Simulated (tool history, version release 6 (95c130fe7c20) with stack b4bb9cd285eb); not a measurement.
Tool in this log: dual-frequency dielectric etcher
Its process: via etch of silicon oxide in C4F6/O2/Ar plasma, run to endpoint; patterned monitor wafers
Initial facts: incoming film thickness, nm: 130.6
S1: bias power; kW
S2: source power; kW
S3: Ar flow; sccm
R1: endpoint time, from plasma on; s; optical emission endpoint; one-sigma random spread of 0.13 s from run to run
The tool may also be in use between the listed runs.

Run 1, hour 0: S1 0.411 kW, S2 0.45 kW, S3 415 sccm. Result: R1 29.344 s.
Run 2, hour 6.6: S1 0.437 kW, S2 0.46 kW, S3 413 sccm. Result: R1 28.186 s.
Run 3, hour 13.9: S1 0.458 kW, S2 0.46 kW, S3 412 sccm. Result: R1 27.727 s.
Run 4, hour 16.8: S1 0.477 kW, S2 0.46 kW, S3 411 sccm. Result: R1 27.507 s.
Run 5, hour 19.9: S1 0.492 kW, S2 0.47 kW, S3 409 sccm. Result: R1 26.933 s.
Run 6, hour 23.6: S1 0.505 kW, S2 0.48 kW, S3 407 sccm. Result: R1 26.222 s.
Run 7, hour 32.4: S1 0.516 kW, S2 0.48 kW, S3 407 sccm. Result: R1 25.842 s.

Forecast run 8:
Run 8, hour 35.9: S1 0.524 kW, S2 0.48 kW, S3 407 sccm. Result: R1 ?.

{"run 8": {"R1": 25.922}}

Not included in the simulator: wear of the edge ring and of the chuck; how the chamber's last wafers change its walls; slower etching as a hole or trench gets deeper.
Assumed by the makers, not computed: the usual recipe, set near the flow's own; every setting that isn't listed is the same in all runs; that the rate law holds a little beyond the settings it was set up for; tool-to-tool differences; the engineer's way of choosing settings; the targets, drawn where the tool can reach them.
